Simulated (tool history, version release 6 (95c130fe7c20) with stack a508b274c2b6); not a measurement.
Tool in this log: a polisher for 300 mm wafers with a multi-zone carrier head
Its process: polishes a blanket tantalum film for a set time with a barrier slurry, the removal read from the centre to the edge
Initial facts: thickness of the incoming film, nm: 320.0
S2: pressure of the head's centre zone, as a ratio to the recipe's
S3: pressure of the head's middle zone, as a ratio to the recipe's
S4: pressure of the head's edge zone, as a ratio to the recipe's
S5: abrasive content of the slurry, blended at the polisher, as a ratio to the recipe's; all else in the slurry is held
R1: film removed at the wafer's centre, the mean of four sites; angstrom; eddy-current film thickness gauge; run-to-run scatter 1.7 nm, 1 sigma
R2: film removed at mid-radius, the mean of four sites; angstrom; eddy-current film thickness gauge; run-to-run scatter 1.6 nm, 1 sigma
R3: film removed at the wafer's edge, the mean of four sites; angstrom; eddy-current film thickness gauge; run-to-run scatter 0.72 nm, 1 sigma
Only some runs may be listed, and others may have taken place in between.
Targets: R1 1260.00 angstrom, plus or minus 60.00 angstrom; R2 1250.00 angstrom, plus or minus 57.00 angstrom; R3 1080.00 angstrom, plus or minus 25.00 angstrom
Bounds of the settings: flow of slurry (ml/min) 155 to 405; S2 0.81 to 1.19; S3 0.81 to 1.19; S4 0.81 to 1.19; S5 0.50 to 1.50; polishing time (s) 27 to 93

Run 1, hour 0.0: flow of slurry (ml/min) 260, S2 1.00, S3 1.00, S4 1.00, S5 1.00, polishing time (s) 59. Result: R1 826.15 angstrom, R2 844.70 angstrom, R3 844.12 angstrom.
Run 2, hour 3.0: flow of slurry (ml/min) 295, S2 1.00, S3 1.00, S4 1.00, S5 1.00, polishing time (s) 59. Result: R1 853.46 angstrom, R2 826.96 angstrom, R3 840.17 angstrom.
Run 3, hour 9.1: flow of slurry (ml/min) 295, S2 1.00, S3 1.00, S4 0.94, S5 1.00, polishing time (s) 59. Result: R1 824.17 angstrom, R2 853.50 angstrom, R3 828.89 angstrom.
Run 4, hour 16.1: flow of slurry (ml/min) 300, S2 1.02, S3 1.02, S4 0.94, S5 1.05, polishing time (s) 60. Result: R1 890.24 angstrom, R2 890.43 angstrom, R3 850.92 angstrom.
Run 5, hour 19.2: flow of slurry (ml/min) 300, S2 1.02, S3 1.03, S4 0.94, S5 1.10, polishing time (s) 61. Result: R1 902.28 angstrom, R2 922.60 angstrom, R3 867.83 angstrom.
Run 6, hour 25.2: flow of slurry (ml/min) 300, S2 0.95, S3 1.03, S4 0.94, S5 1.10, polishing time (s) 61. Result: R1 845.06 angstrom, R2 930.33 angstrom, R3 864.27 angstrom.
Run 7, hour 33.0: flow of slurry (ml/min) 305, S2 0.97, S3 1.04, S4 0.94, S5 1.15, polishing time (s) 62. Result: R1 886.24 angstrom, R2 952.05 angstrom, R3 890.11 angstrom.
Run 8, hour 37.9: flow of slurry (ml/min) 310, S2 0.98, S3 1.05, S4 0.94, S5 1.20, polishing time (s) 63. Result: R1 918.28 angstrom, R2 982.86 angstrom, R3 920.56 angstrom.
Run 9, hour 44.3: flow of slurry (ml/min) 315, S2 1.00, S3 1.06, S4 0.93, S5 1.25, polishing time (s) 64. Result: R1 965.22 angstrom, R2 1010.30 angstrom, R3 945.42 angstrom.
Run 10, hour 45.8: flow of slurry (ml/min) 315, S2 1.01, S3 1.07, S4 0.92, S5 1.30, polishing time (s) 65. Result: R1 988.85 angstrom, R2 1059.70 angstrom, R3 953.76 angstrom.
Run 11, hour 46.7: flow of slurry (ml/min) 315, S2 1.03, S3 1.08, S4 0.92, S5 1.35, polishing time (s) 66. Result: R1 1030.60 angstrom, R2 1092.50 angstrom, R3 977.83 angstrom.
Run 12, hour 53.0: flow of slurry (ml/min) 320, S2 1.04, S3 1.09, S4 0.92, S5 1.35, polishing time (s) 66. Result: R1 1052.10 angstrom, R2 1095.50 angstrom, R3 973.50 angstrom.

Which one of the following 5 next-run settings gets every result inside its allowed miss? There is exactly one.
Run A, hour 59.3: flow of slurry (ml/min) 320, S2 1.02, S3 1.04, S4 0.94, S5 1.35, polishing time (s) 71. Result: R1 ?, R2 ?, R3 ?.
Run B, hour 59.3: flow of slurry (ml/min) 355, S2 1.00, S3 1.01, S4 1.02, S5 1.40, polishing time (s) 55. Result: R1 ?, R2 ?, R3 ?.
Run C, hour 59.3: flow of slurry (ml/min) 310, S2 0.82, S3 1.08, S4 0.97, S5 1.30, polishing time (s) 71. Result: R1 ?, R2 ?, R3 ?.
Run D, hour 59.3: flow of slurry (ml/min) 345, S2 1.16, S3 1.15, S4 0.98, S5 1.40, polishing time (s) 71. Result: R1 ?, R2 ?, R3 ?.
Run E, hour 59.3: flow of slurry (ml/min) 295, S2 1.19, S3 0.98, S4 0.94, S5 1.50, polishing time (s) 63. Result: R1 ?, R2 ?, R3 ?.

move       R1       R2       R3
   A  1091.60  1161.60  1050.30
   B   841.23   890.31   846.93
   C   867.82  1189.50  1051.30
   D  1259.50  1280.40  1074.90
   E  1144.90   992.13   946.33
A: closer than the last run, but not yet in spec
B: misses by more than the last run did
C: misses by more than the last run did
D: all results in spec
E: misses by more than the last run did
The move that meets every target is D.
